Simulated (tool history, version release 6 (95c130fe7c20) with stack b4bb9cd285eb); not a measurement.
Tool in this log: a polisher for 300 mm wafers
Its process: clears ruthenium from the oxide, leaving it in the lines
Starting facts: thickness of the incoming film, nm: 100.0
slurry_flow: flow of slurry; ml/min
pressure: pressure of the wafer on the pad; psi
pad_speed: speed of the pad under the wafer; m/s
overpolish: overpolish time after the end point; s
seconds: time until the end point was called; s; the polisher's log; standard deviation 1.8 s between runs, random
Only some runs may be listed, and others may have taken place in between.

{"run": 1, "hour": 0.0, "slurry_flow": 140, "pressure": 2.3, "pad_speed": 0.88, "overpolish": 12, "seconds": 72.602}
{"run": 2, "hour": 3.4, "slurry_flow": 140, "pressure": 2.3, "pad_speed": 0.88, "overpolish": 12, "seconds": 73.759}
{"run": 3, "hour": 12.0, "slurry_flow": 140, "pressure": 2.3, "pad_speed": 1.06, "overpolish": 12, "seconds": 62.159}
{"run": 4, "hour": 17.5, "slurry_flow": 125, "pressure": 2.3, "pad_speed": 1.06, "overpolish": 12, "seconds": 63.064}
{"run": 5, "hour": 21.2, "slurry_flow": 125, "pressure": 2.3, "pad_speed": 1.22, "overpolish": 12, "seconds": 55.887}
{"run": 6, "hour": 28.3, "slurry_flow": 95, "pressure": 2.3, "pad_speed": 1.22, "overpolish": 12, "seconds": 59.097}
{"run": 7, "hour": 36.1, "slurry_flow": 95, "pressure": 1.9, "pad_speed": 1.18, "overpolish": 12, "seconds": 72.384}
{"run": 8, "hour": 44.5, "slurry_flow": 95, "pressure": 1.6, "pad_speed": 1.16, "overpolish": 12, "seconds": 84.26}

For run 9, what comes out?
{"run": 9, "hour": 46.4, "slurry_flow": 95, "pressure": 1.4, "pad_speed": 1.16, "overpolish": 12, "seconds": "?"}

For run 9 the tool returned seconds 96.228 s.

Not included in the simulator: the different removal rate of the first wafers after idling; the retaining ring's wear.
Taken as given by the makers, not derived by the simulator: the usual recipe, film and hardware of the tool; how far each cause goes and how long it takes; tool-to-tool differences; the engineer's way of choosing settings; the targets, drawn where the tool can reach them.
